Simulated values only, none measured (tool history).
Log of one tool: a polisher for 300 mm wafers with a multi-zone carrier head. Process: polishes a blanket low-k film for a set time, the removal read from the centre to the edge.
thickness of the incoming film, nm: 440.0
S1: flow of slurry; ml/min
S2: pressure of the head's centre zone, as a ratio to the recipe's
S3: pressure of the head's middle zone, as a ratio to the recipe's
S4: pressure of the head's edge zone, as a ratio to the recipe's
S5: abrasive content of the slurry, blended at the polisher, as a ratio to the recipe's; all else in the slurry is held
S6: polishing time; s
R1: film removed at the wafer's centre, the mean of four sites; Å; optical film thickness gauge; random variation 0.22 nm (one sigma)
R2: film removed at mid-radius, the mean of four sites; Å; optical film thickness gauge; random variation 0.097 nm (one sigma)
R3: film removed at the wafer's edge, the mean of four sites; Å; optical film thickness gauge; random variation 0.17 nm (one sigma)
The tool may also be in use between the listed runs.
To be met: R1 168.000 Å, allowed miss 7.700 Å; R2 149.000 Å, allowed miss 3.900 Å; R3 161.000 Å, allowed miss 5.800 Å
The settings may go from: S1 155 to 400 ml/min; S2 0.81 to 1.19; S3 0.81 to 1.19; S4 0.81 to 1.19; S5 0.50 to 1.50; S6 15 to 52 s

{"run": 1, "hour": 0.0, "S1": 255, "S2": 1.0, "S3": 1.0, "S4": 1.0, "S5": 1.0, "S6": 33, "R1": 116.78, "R2": 119.36, "R3": 119.34}
{"run": 2, "hour": 2.9, "S1": 300, "S2": 1.0, "S3": 1.0, "S4": 1.0, "S5": 1.0, "S6": 33, "R1": 122.93, "R2": 119.23, "R3": 118.65}
{"run": 3, "hour": 10.6, "S1": 300, "S2": 1.0, "S3": 1.0, "S4": 1.0, "S5": 0.8, "S6": 33, "R1": 100.89, "R2": 104.91, "R3": 103.07}
{"run": 4, "hour": 18.1, "S1": 300, "S2": 1.0, "S3": 1.07, "S4": 1.0, "S5": 0.8, "S6": 33, "R1": 104.97, "R2": 109.94, "R3": 103.78}
{"run": 5, "hour": 21.5, "S1": 300, "S2": 1.0, "S3": 1.07, "S4": 1.0, "S5": 0.8, "S6": 28, "R1": 88.027, "R2": 94.896, "R3": 87.387}
{"run": 6, "hour": 26.9, "S1": 300, "S2": 1.0, "S3": 1.07, "S4": 1.0, "S5": 0.8, "S6": 25, "R1": 79.896, "R2": 82.941, "R3": 79.217}
{"run": 7, "hour": 35.0, "S1": 295, "S2": 1.01, "S3": 1.06, "S4": 1.04, "S5": 1.0, "S6": 26, "R1": 94.667, "R2": 99.503, "R3": 96.841}
{"run": 8, "hour": 42.5, "S1": 300, "S2": 1.05, "S3": 1.05, "S4": 1.07, "S5": 1.15, "S6": 27, "R1": 111.08, "R2": 111.49, "R3": 109.06}
{"run": 9, "hour": 48.7, "S1": 300, "S2": 1.06, "S3": 1.02, "S4": 1.08, "S5": 1.25, "S6": 28, "R1": 122.26, "R2": 115.74, "R3": 118.1}
{"run": 10, "hour": 51.6, "S1": 300, "S2": 1.07, "S3": 1.01, "S4": 1.1, "S5": 1.3, "S6": 29, "R1": 128.68, "R2": 120.47, "R3": 126.14}
{"run": 11, "hour": 52.7, "S1": 300, "S2": 1.08, "S3": 1.01, "S4": 1.11, "S5": 1.35, "S6": 30, "R1": 137.79, "R2": 128.0, "R3": 133.99}
{"run": 12, "hour": 54.5, "S1": 300, "S2": 1.09, "S3": 1.01, "S4": 1.12, "S5": 1.4, "S6": 31, "R1": 145.84, "R2": 133.69, "R3": 137.22}
{"run": 13, "hour": 60.8, "S1": 305, "S2": 1.09, "S3": 1.0, "S4": 1.14, "S5": 1.45, "S6": 32, "R1": 153.37, "R2": 141.29, "R3": 145.84}
{"run": 14, "hour": 62.1, "S1": 305, "S2": 1.09, "S3": 0.99, "S4": 1.15, "S5": 1.45, "S6": 33, "R1": 160.44, "R2": 143.16, "R3": 155.73}
{"run": 15, "hour": 65.3, "S1": 315, "S2": 1.1, "S3": 0.99, "S4": 1.16, "S5": 1.45, "S6": 33, "R1": 158.73, "R2": 142.3, "R3": 155.79}
{"run": 16, "hour": 69.3, "S1": 315, "S2": 1.11, "S3": 1.0, "S4": 1.17, "S5": 1.45, "S6": 33, "R1": 160.75, "R2": 146.65, "R3": 155.19}
{"run": 17, "hour": 74.6, "S1": 320, "S2": 1.12, "S3": 1.0, "S4": 1.18, "S5": 1.45, "S6": 33, "R1": 160.59, "R2": 144.85, "R3": 157.68}
{"run": 18, "hour": 81.0, "S1": 325, "S2": 1.13, "S3": 1.0, "S4": 1.18, "S5": 1.45, "S6": 33, "R1": 165.54, "R2": 143.93, "R3": 155.83}

Which of these 4 next moves meets every target?
{"run": "A", "hour": 87.4, "S1": 375, "S2": 1.13, "S3": 0.9, "S4": 1.19, "S5": 1.45, "S6": 34, "R1": "?", "R2": "?", "R3": "?"}
{"run": "B", "hour": 87.4, "S1": 390, "S2": 1.06, "S3": 0.86, "S4": 1.07, "S5": 1.4, "S6": 36, "R1": "?", "R2": "?", "R3": "?"}
{"run": "C", "hour": 87.4, "S1": 315, "S2": 1.16, "S3": 1.01, "S4": 1.12, "S5": 1.35, "S6": 33, "R1": "?", "R2": "?", "R3": "?"}
{"run": "D", "hour": 87.4, "S1": 285, "S2": 1.12, "S3": 0.99, "S4": 1.15, "S5": 1.45, "S6": 35, "R1": "?", "R2": "?", "R3": "?"}

move=A R1=172.170 R2=139.870 R3=165.630
move=B R1=168.980 R2=141.080 R3=164.160
move=C R1=164.050 R2=143.070 R3=149.340
move=D R1=171.270 R2=152.340 R3=164.300
A: further off than the last run
B: further off than the last run
C: further off than the last run
D: meets every target
The right move is D.
